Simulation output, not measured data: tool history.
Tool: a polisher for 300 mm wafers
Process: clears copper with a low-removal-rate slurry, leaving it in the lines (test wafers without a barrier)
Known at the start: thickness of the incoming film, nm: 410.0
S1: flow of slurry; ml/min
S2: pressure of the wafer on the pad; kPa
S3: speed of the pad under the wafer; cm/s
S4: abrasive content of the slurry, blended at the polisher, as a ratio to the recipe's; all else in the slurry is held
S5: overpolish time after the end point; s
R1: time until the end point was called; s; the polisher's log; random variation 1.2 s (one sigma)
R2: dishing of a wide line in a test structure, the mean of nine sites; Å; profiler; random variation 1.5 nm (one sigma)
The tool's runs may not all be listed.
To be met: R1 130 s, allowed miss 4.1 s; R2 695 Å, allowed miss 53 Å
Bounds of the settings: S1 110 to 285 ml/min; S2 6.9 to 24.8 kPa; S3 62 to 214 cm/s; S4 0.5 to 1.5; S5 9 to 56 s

run,hour,S1,S2,S3,S4,S5,R1,R2
1,0,180,15.9,138,1,29,97.475,629.62
2,8.9,180,15.9,138,0.85,29,101.48,628.6
3,16.9,175,15.2,138,0.85,33,105.95,643.18
4,18.6,175,15.2,152,0.85,33,94.601,667.57
5,21,175,11,152,0.85,33,130.4,512.21
6,22.4,175,11,168,0.85,33,118.22,579.04
7,29.3,150,9.7,170,0.8,46,137.51,613.15
8,31.5,185,10.3,170,0.8,50,124.77,708.77

5 next moves are on the table. One of them brings every result within its allowed miss. Which?
A,33.7,170,10.3,164,0.85,50,?,?
B,33.7,150,11,180,0.7,49,?,?
C,33.7,190,9.7,192,0.75,43,?,?
D,33.7,175,12.4,152,0.65,50,?,?
E,33.7,210,10.3,178,0.65,56,?,?

move,R1,R2
A,130.12,711.85
B,118.91,746.31
C,120.06,677.58
D,123.61,753.08
E,122.82,775.56
A: meets every target
B: further off than the last run
C: further off than the last run
D: further off than the last run
E: further off than the last run
Answer: A

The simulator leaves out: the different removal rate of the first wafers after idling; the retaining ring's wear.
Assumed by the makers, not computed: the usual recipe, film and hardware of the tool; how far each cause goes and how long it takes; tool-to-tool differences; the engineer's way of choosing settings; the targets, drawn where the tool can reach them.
